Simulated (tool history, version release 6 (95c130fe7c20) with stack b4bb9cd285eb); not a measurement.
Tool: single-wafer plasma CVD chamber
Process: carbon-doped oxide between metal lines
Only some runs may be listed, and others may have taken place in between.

| run | hour | heater temperature setpoint (°C) | chamber pressure (mTorr) | RF power (kW) | deposition time (s) | mean film thickness on the monitor wafer (nm) |
|---|---|---|---|---|---|---|
| 1 | 0.0 | 340 | 6720 | 0.640 | 9.7 | 62.290 |
| 2 | 6.2 | 340 | 6720 | 0.640 | 9.7 | 61.931 |
| 3 | 13.4 | 347 | 6720 | 0.640 | 9.7 | 60.716 |
| 4 | 22.4 | 347 | 7570 | 0.640 | 9.7 | 61.381 |
| 5 | 24.4 | 351 | 7570 | 0.640 | 9.7 | 61.058 |
| 6 | 26.0 | 351 | 7570 | 0.640 | 9.2 | 57.616 |
| 7 | 31.4 | 353 | 7490 | 0.615 | 9.2 | 55.979 |

Forecast run 8:
| 8 | 35.2 | 354 | 7420 | 0.600 | 9.2 | ? |

{"run 8": {"mean film thickness on the monitor wafer (nm)": 54.856}}
